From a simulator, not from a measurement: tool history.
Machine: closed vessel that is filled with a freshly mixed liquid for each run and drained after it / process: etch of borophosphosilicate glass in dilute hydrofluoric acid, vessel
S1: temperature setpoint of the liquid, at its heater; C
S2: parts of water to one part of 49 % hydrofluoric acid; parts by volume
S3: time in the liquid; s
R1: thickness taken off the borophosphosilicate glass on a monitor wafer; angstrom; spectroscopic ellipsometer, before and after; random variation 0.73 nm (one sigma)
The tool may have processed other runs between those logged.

| run | day | S1 | S2 | S3 | R1 |
|---|---|---|---|---|---|
| 1 | 0 | 25 | 285 | 365 | 539.04 |
| 2 | 0.279 | 26 | 280 | 365 | 585.26 |
| 3 | 0.638 | 26.5 | 280 | 365 | 584.94 |
| 4 | 0.875 | 28.5 | 280 | 365 | 630.66 |
|  | 0.975 | hydrofluoric acid flow meter replaced |
| 5 | 0.975 | 26 | 280 | 365 | 509.2 |
| 6 | 1.271 | 26 | 280 | 390 | 545.65 |
| 7 | 1.517 | 26.5 | 275 | 390 | 575.13 |

Run 8, settings as shown, results not yet in. Your forecast:
| 8 | 1.633 | 27 | 270 | 390 | ? |

{"run 8": {"R1": 596.24}}
